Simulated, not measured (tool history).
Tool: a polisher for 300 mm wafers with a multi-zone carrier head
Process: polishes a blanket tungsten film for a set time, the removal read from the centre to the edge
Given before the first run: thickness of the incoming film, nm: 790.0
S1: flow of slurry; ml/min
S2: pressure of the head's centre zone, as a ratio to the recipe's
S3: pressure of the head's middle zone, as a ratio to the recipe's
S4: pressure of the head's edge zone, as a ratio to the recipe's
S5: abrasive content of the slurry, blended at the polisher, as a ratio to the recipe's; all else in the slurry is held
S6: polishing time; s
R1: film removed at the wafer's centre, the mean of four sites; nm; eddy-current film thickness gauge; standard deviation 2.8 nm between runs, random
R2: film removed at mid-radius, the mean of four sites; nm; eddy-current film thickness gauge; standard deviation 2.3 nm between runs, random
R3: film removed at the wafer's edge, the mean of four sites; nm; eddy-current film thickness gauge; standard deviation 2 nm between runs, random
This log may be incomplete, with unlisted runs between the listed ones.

Run 1, hour 0: S1 235 ml/min, S2 1, S3 1, S4 1, S5 1, S6 44 s. Result: R1 148.78 nm, R2 146.89 nm, R3 145.78 nm.
Run 2, hour 0.7: S1 240 ml/min, S2 1, S3 1.01, S4 1.03, S5 1.1, S6 46 s. Result: R1 158.36 nm, R2 159.03 nm, R3 162.89 nm.
Run 3, hour 1.7: S1 240 ml/min, S2 1, S3 1.01, S4 1.06, S5 1.1, S6 46 s. Result: R1 155.81 nm, R2 162.19 nm, R3 164.03 nm.
Run 4, hour 3.6: S1 240 ml/min, S2 1, S3 1.01, S4 1.06, S5 1.1, S6 52 s. Result: R1 176.75 nm, R2 177.78 nm, R3 181.1 nm.
Run 5, hour 12.4: S1 250 ml/min, S2 1.02, S3 1.02, S4 1.08, S5 1.15, S6 52 s. Result: R1 185.31 nm, R2 181.71 nm, R3 187.21 nm.
Run 6, hour 13.6: S1 255 ml/min, S2 1.02, S3 1.04, S4 1.1, S5 1.2, S6 52 s. Result: R1 188.99 nm, R2 190.78 nm, R3 191.18 nm.
Run 7, hour 16.1: S1 260 ml/min, S2 1.02, S3 1.04, S4 1.11, S5 1.25, S6 52 s. Result: R1 190.88 nm, R2 190.46 nm, R3 197.28 nm.
Run 8, hour 23.8: S1 265 ml/min, S2 1.02, S3 1.05, S4 1.12, S5 1.3, S6 52 s. Result: R1 191.88 nm, R2 197.5 nm, R3 196.58 nm.
Run 9, hour 24.6: S1 265 ml/min, S2 1.02, S3 1.05, S4 1.13, S5 1.35, S6 53 s. Result: R1 200.07 nm, R2 198.16 nm, R3 202.34 nm.
Run 10, hour 32: S1 270 ml/min, S2 1.02, S3 1.05, S4 1.14, S5 1.35, S6 53 s. Result: R1 197.95 nm, R2 201.56 nm, R3 207.23 nm.
Run 11, hour 38.9: S1 275 ml/min, S2 1.02, S3 1.06, S4 1.15, S5 1.35, S6 53 s. Result: R1 199.26 nm, R2 203.41 nm, R3 205.09 nm.

Predict the results of run 12:
Run 12, hour 41.8: S1 275 ml/min, S2 1.02, S3 1.06, S4 1.16, S5 1.4, S6 53 s. Result: R1 ?, R2 ?, R3 ?.

{"run 12": {"R1": 203.92, "R2": 207.86, "R3": 210.56}}
